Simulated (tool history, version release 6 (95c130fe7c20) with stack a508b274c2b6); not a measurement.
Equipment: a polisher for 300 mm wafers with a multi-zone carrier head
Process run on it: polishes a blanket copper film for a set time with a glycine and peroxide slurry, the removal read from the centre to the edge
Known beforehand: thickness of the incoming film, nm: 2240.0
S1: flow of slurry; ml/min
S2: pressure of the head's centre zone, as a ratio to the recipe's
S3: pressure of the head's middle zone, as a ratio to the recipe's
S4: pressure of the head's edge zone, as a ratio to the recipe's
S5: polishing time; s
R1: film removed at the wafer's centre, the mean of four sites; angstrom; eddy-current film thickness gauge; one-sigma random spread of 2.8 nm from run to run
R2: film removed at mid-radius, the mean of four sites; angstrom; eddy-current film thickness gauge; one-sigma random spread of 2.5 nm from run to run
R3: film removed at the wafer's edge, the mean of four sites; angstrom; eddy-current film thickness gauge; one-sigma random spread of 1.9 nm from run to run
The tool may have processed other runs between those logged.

{"run": 1, "hour": 0.0, "S1": 280, "S2": 1.0, "S3": 1.0, "S4": 1.0, "S5": 57, "R1": 3228.3, "R2": 3260.6, "R3": 3162.6}
{"run": 2, "hour": 2.4, "S1": 275, "S2": 0.97, "S3": 0.97, "S4": 0.97, "S5": 54, "R1": 2932.9, "R2": 3059.1, "R3": 3004.0}
{"run": 3, "hour": 9.2, "S1": 270, "S2": 0.96, "S3": 0.96, "S4": 0.95, "S5": 51, "R1": 2760.0, "R2": 2766.4, "R3": 2768.9}
{"run": 4, "hour": 12.7, "S1": 260, "S2": 0.93, "S3": 0.96, "S4": 0.92, "S5": 50, "R1": 2680.8, "R2": 2780.1, "R3": 2636.6}
{"run": 5, "hour": 16.7, "S1": 260, "S2": 0.93, "S3": 0.96, "S4": 0.98, "S5": 50, "R1": 2668.5, "R2": 2754.2, "R3": 2760.2}
{"run": 6, "hour": 21.5, "S1": 220, "S2": 0.93, "S3": 0.96, "S4": 0.98, "S5": 50, "R1": 2532.9, "R2": 2694.3, "R3": 2713.1}
{"run": 7, "hour": 27.0, "S1": 210, "S2": 0.92, "S3": 0.95, "S4": 0.96, "S5": 49, "R1": 2412.9, "R2": 2630.8, "R3": 2611.6}

Run 8 is up next; what results do you expect?
{"run": 8, "hour": 30.3, "S1": 205, "S2": 0.92, "S3": 0.94, "S4": 0.94, "S5": 49, "R1": "?", "R2": "?", "R3": "?"}

R1: 2503.1 angstrom
R2: 2554.1 angstrom
R3: 2618.0 angstrom
